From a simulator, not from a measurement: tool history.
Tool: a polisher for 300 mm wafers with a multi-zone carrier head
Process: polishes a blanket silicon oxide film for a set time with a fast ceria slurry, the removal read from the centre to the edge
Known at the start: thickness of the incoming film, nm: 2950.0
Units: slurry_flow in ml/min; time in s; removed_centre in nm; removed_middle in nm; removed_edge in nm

| run | hour | slurry_flow | centre_zone | middle_zone | edge_zone | time | removed_centre | removed_middle | removed_edge |
|---|---|---|---|---|---|---|---|---|---|
| 1 | 0.0 | 200 | 1.00 | 1.00 | 1.00 | 71 | 1164.4 | 1135.3 | 1189.0 |
| 2 | 2.8 | 200 | 1.06 | 1.00 | 1.00 | 71 | 1251.5 | 1139.5 | 1193.4 |
| 3 | 7.6 | 200 | 1.00 | 1.00 | 1.00 | 71 | 1178.8 | 1118.2 | 1198.2 |
| 4 | 8.9 | 200 | 0.93 | 1.00 | 1.00 | 71 | 1100.3 | 1129.9 | 1186.1 |
| 5 | 11.0 | 210 | 0.97 | 1.03 | 1.03 | 75 | 1231.3 | 1228.7 | 1277.4 |
| 6 | 18.2 | 210 | 0.97 | 0.95 | 1.03 | 75 | 1210.0 | 1147.4 | 1284.1 |

The next listed run, before its measurement:
| 7 | 24.5 | 255 | 1.07 | 1.05 | 1.13 | 90 | ? | ? | ? |

Run 7 gave removed_centre 1634.1 nm, removed_middle 1539.1 nm, removed_edge 1648.3 nm.
